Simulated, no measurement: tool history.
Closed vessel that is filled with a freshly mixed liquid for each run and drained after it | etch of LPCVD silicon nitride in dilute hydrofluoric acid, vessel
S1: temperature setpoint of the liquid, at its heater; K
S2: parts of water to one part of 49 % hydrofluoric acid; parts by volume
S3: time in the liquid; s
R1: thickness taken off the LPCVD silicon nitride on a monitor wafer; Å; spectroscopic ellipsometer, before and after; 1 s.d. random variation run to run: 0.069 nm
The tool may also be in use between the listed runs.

run,day,S1,S2,S3,R1
1,0,298.15,110,2610,115.5
2,0.075,296.65,110,2610,104.7
3,0.292,294.15,110,2610,88.262
4,0.629,291.15,110,2610,72.964
5,0.825,291.15,135,2610,59.431
6,1.004,291.15,120,2610,66.486

What does the tool deliver on the next run?
7,1.321,291.15,120,2610,?

R1: 66.279 Å

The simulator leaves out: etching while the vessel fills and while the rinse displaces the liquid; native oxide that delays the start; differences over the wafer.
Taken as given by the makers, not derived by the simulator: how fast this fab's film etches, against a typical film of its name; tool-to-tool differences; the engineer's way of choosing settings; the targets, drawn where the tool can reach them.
